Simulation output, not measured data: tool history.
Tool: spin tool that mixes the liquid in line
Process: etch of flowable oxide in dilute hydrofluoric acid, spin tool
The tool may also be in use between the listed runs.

run  hour  temperature setpoint of the liquid (K)  parts of water to one part of 49 % hydrofluoric acid (parts by volume)  time under the liquid (s)  thickness taken off the flowable oxide on a monitor wafer (nm)
  1   0.0                                  294.15                                                                     115                         55                                                          16.794
  2   6.0                                  292.15                                                                     115                         55                                                          15.700
  3  13.8                                  292.15                                                                     115                         60                                                          17.087
  4  14.9                                  292.15                                                                     115                         60                                                          17.274
  5  16.5                                  292.15                                                                      85                         60                                                          23.846
  6  19.7                                  291.65                                                                     110                         60                                                          17.712
  7  23.1                                  291.15                                                                     125                         60                                                          14.887
  8  30.0                                  290.65                                                                     135                         60                                                          13.388

Run 9 comes next. What will it give?
  9  35.1                                  290.65                                                                     145                         60                                                               ?

thickness taken off the flowable oxide on a monitor wafer (nm): 12.273
